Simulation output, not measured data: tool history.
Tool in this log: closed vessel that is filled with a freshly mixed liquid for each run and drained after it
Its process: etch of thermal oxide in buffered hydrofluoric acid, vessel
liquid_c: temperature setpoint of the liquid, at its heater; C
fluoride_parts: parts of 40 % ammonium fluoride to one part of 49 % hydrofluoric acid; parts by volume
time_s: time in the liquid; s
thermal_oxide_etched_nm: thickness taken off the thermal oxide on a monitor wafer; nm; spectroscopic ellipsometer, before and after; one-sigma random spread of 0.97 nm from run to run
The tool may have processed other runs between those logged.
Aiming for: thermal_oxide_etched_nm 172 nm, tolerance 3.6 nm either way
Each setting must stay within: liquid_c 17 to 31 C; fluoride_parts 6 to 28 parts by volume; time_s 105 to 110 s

run	hour	liquid_c	fluoride_parts	time_s	thermal_oxide_etched_nm
1	0	23	17	105	71.646
2	1.5	24	16	105	81.368
3	10.3	24	20	105	65.257
4	14	24	20	110	68.36
5	17.9	24	15	110	91.511
6	24	25	14.5	110	97.686
7	28.4	25.5	14	110	105.02
8	35.2	26	13.5	110	111.88
9	38.8	26.5	13	110	119.08
10	45.9	27	13	110	122.07
11	47	27.5	13	110	124.82
12	55.7	27.5	13	110	124.64
13	63.1	28	12.5	110	134.62
14	65.5	31	11	110	176.74

Next run, 4 choices. One meets every target within its allowed miss, the rest don't. Which?
A	67.9	31	12	110	?
B	67.9	29.5	10.5	110	?
C	67.9	29.5	10.5	105	?
D	67.9	29.5	9	105	?

move	thermal_oxide_etched_nm
A	161.47
B	169.99
C	162.27
D	181.78
A: the result that was furthest off in the last run now lies on the other side of its target
B: each result inside its tolerance
C: the result that was furthest off in the last run now lies on the other side of its target
D: lands further from the targets than the last run did
Correct choice: B, which meets every target
